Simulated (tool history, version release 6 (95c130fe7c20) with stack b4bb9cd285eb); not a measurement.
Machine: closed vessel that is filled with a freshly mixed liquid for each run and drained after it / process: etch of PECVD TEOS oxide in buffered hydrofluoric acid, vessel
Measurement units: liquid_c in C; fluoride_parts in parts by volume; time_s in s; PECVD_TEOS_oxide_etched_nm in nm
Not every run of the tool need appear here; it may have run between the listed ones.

run  hour  liquid_c  fluoride_parts  time_s  PECVD_TEOS_oxide_etched_nm
  1     0        22            13.5     105                      135.78
  2   7.7      23.5              12     105                      166.84
  3  15.9        21              12     105                       145.7
  4  18.9        23              11     105                      175.67
  5  27.6      24.5              10     105                       208.4
  6  30.5      24.5            13.5     105                      156.11
  7  31.5      25.5              12     105                      185.66
  8  33.3      26.5              11     105                      213.95
  9  34.7        27              10     105                      241.81
 10  38.7      27.5             9.5     105                      252.21
 11  43.2        28               9     105                      271.43
 12  47.8      28.5             8.5     105                      298.26
 13  49.7        29             8.5     105                      305.07
 14    58      29.5               8     105                      329.99

Run 15, settings as shown, results not yet in. Your forecast:
 15  63.5        30             7.5     105                           ?

PECVD_TEOS_oxide_etched_nm: 362.86 nm

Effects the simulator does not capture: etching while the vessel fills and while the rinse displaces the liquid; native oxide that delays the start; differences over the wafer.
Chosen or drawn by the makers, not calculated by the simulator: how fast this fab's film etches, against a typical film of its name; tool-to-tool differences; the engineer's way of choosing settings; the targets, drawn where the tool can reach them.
